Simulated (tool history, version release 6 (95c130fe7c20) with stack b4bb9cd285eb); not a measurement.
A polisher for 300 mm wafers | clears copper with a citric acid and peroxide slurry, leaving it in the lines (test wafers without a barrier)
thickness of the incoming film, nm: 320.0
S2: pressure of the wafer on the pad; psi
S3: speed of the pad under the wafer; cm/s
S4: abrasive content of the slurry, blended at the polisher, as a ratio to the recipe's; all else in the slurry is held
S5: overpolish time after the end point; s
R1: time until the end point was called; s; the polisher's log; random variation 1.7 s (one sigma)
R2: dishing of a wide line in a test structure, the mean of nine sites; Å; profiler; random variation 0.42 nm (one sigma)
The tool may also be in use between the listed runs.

{"run": 1, "hour": 0.0, "flow of slurry (ml/min)": 155, "S2": 2.8, "S3": 122, "S4": 1, "S5": 9, "R1": 111.15, "R2": 208.12}
{"run": 2, "hour": 3.4, "flow of slurry (ml/min)": 155, "S2": 3, "S3": 122, "S4": 1, "S5": 9, "R1": 103.59, "R2": 225.78}
{"run": 3, "hour": 8.2, "flow of slurry (ml/min)": 155, "S2": 3.1, "S3": 122, "S4": 1, "S5": 9, "R1": 100.96, "R2": 233.66}
{"run": 4, "hour": 11.3, "flow of slurry (ml/min)": 125, "S2": 3.1, "S3": 122, "S4": 1, "S5": 9, "R1": 101.27, "R2": 225.26}
{"run": 5, "hour": 13.7, "flow of slurry (ml/min)": 125, "S2": 3.2, "S3": 122, "S4": 1, "S5": 9, "R1": 96.823, "R2": 232.3}
{"run": 6, "hour": 20.8, "flow of slurry (ml/min)": 130, "S2": 3.3, "S3": 122, "S4": 1, "S5": 9, "R1": 95.913, "R2": 240.36}
{"run": 7, "hour": 29.7, "flow of slurry (ml/min)": 130, "S2": 3.4, "S3": 122, "S4": 1, "S5": 9, "R1": 96.17, "R2": 241.89}

Run 8 comes next. What will it give?
{"run": 8, "hour": 32.7, "flow of slurry (ml/min)": 130, "S2": 3.5, "S3": 122, "S4": 1, "S5": 9, "R1": "?", "R2": "?"}

R1: 91.098 s
R2: 256.32 Å
